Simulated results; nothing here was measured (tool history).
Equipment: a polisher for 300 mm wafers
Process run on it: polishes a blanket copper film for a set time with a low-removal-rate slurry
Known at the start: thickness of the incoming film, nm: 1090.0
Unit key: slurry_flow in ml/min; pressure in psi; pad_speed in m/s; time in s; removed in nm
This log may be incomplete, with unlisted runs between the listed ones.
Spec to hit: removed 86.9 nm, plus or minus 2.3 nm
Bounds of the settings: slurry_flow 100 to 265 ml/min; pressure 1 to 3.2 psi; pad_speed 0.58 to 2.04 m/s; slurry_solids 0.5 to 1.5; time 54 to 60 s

run,hour,slurry_flow,pressure,pad_speed,slurry_solids,time,removed
1,0,170,2.1,1.3,1,60,179.39
2,5.3,165,1.8,1.24,1,60,146.34
3,7.8,165,1.8,1.24,1,60,147.63
4,14.4,160,1.6,1.2,1,60,128.85
5,22.7,155,1.4,1.18,1,60,111.77
6,28.9,145,1.3,1.18,1,60,102.82
7,35.4,135,1.3,1.18,1,60,102.53
8,37.5,130,1.2,1.18,1,60,93.87
9,42.8,125,1.2,1.18,1,60,92.785
10,44.5,120,1.2,1.18,1,60,93.648
11,49.2,115,1.2,1.18,1,60,92.277

Which of these 4 next moves meets every target?
A,53.9,110,1.4,1.04,0.95,56,?
B,53.9,140,1.3,1.16,1,60,?
C,53.9,105,1.3,1.24,1.05,55,?
D,53.9,105,1.4,1.1,1,60,?

move,removed
A,85.85
B,99.839
C,95.055
D,97.663
A: meets every target
B: the biggest miss grows against the last run
C: the biggest miss grows against the last run
D: the biggest miss grows against the last run
A meets every target.
